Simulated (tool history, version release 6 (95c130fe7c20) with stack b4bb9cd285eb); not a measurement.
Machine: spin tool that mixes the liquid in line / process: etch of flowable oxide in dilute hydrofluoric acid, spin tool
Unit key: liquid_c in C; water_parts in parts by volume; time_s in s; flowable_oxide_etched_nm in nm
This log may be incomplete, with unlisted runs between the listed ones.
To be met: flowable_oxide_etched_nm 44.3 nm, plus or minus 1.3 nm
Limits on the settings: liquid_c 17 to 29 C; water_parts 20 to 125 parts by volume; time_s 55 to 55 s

run    day  liquid_c  water_parts  time_s  flowable_oxide_etched_nm
  1      0        21           70      55                    29.999
  2  0.046        21           70      55                    29.984
  3  0.279        23           70      55                    32.819
  4  0.533        23           80      55                    28.029
  5  0.704        23           80      55                     27.85
  6  0.729      23.5           80      55                    28.777
  7  0.771        24           80      55                    29.376
  8  0.862      24.5           80      55                    29.672
  9  1.146        25           80      55                    30.375
 10  1.346      25.5           80      55                    30.882
 11  1.675        26           80      55                     31.57

Which one of the following 5 next-run settings gets every result inside its allowed miss? There is exactly one.
  A  2.004        24           55      55                         ?
  B  2.004        29           70      55                         ?
  C  2.004        26           55      55                         ?
  D  2.004      26.5           65      55                         ?
  E  2.004      28.5           60      55                         ?

move  flowable_oxide_etched_nm
   A                    43.594
   B                    40.801
   C                    47.232
   D                    40.179
   E                    47.408
A: every result lands within tolerance
B: closes in on the targets versus the last run, not all within tolerance yet
C: carries the result that was furthest off beyond its target, to the other side
D: closes in on the targets versus the last run, not all within tolerance yet
E: carries the result that was furthest off beyond its target, to the other side
The move that meets every target is A.
